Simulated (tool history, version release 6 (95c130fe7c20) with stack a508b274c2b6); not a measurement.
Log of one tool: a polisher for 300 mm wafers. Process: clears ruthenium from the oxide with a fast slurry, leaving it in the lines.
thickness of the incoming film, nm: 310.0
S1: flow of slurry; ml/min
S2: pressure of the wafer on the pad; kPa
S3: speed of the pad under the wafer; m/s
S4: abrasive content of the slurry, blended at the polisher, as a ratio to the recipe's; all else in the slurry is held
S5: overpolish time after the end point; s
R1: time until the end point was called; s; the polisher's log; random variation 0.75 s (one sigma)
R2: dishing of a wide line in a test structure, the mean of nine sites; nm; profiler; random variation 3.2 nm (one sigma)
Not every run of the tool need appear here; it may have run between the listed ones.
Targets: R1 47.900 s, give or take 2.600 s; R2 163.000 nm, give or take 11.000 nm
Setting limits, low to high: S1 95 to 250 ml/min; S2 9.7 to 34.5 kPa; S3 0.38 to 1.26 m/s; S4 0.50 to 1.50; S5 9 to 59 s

run  hour   S1    S2    S3    S4  S5       R1       R2
  1   0.0  160  22.1  0.82  1.00  30  100.800   69.902
  2   7.7  160  25.5  0.86  1.00  33   80.527   88.730
  3  14.5  160  28.3  0.88  1.00  36   71.373  106.590
  4  20.9  160  28.3  0.88  1.00  23   74.989   77.383
  5  25.3  160  26.2  0.88  1.00  23   78.798   69.289
  6  31.3  160  26.2  0.88  1.00  29   78.151   86.342
  7  39.9  160  26.2  0.88  1.00  29   77.147   83.891
  8  44.7  160  28.3  0.92  1.00  32   70.257   97.062
  9  51.6  160  29.6  0.96  1.00  35   65.670  113.300
 10  55.4  160  31.0  1.00  1.00  36   58.100  121.920
 11  60.0  160  31.7  1.02  1.00  38   56.524  128.060
     61.5  -- slurry blender recalibrated
 12  61.5  165  34.5  1.08  1.00  44   41.248  165.670

Which of these 5 next moves meets every target?
  A  63.0  140  31.0  0.98  0.90  51   ?   ?
  B  63.0  170  33.8  0.96  0.95  47   ?   ?
  C  63.0  155  34.5  1.20  1.15  38   ?   ?
  D  63.0  155  32.4  1.10  1.00  41   ?   ?
  E  63.0  195  32.4  1.16  1.35  41   ?   ?

move      R1       R2
   A  53.980  157.110
   B  48.259  159.590
   C  35.918  166.280
   D  43.737  156.470
   E  36.181  171.700
A: takes the result that was furthest off past its target
B: all results in spec
C: moves away from the targets compared with the last run
D: nearer the targets than the last run, but a result is still out of spec
E: moves away from the targets compared with the last run
The move that meets every target is B.
